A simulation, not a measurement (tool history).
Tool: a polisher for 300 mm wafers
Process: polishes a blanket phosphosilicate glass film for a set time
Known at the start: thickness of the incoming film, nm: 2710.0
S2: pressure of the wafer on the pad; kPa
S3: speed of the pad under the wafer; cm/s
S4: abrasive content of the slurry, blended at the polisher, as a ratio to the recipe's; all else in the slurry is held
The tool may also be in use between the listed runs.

Run 1, day 0: flow of slurry (ml/min) 160, S2 26.2 kPa, S3 102 cm/s, S4 1, polishing time (s) 26. Result: film removed (Å) 2991.2.
Run 2, day 0.3: flow of slurry (ml/min) 160, S2 26.2 kPa, S3 102 cm/s, S4 1.1, polishing time (s) 26. Result: film removed (Å) 3250.4.
Run 3, day 0.458: flow of slurry (ml/min) 160, S2 27.6 kPa, S3 102 cm/s, S4 1.1, polishing time (s) 26. Result: film removed (Å) 3409.5.
Run 4, day 0.654: flow of slurry (ml/min) 195, S2 27.6 kPa, S3 102 cm/s, S4 1.1, polishing time (s) 26. Result: film removed (Å) 3477.2.
Run 5, day 0.933: flow of slurry (ml/min) 165, S2 27.6 kPa, S3 102 cm/s, S4 1.1, polishing time (s) 26. Result: film removed (Å) 3391.1.
Run 6, day 1.025: flow of slurry (ml/min) 165, S2 24.8 kPa, S3 102 cm/s, S4 1.1, polishing time (s) 26. Result: film removed (Å) 3106.5.
Run 7, day 1.125: flow of slurry (ml/min) 165, S2 26.2 kPa, S3 102 cm/s, S4 1.1, polishing time (s) 26. Result: film removed (Å) 3257.8.
Run 8, day 1.15: flow of slurry (ml/min) 165, S2 27.6 kPa, S3 102 cm/s, S4 1.1, polishing time (s) 26. Result: film removed (Å) 3493.4.

The next listed run, before its measurement:
Run 9, day 1.496: flow of slurry (ml/min) 165, S2 28.3 kPa, S3 102 cm/s, S4 1.1, polishing time (s) 26. Result: film removed (Å) ?.

Run 9 gave film removed (Å) 3466.3.

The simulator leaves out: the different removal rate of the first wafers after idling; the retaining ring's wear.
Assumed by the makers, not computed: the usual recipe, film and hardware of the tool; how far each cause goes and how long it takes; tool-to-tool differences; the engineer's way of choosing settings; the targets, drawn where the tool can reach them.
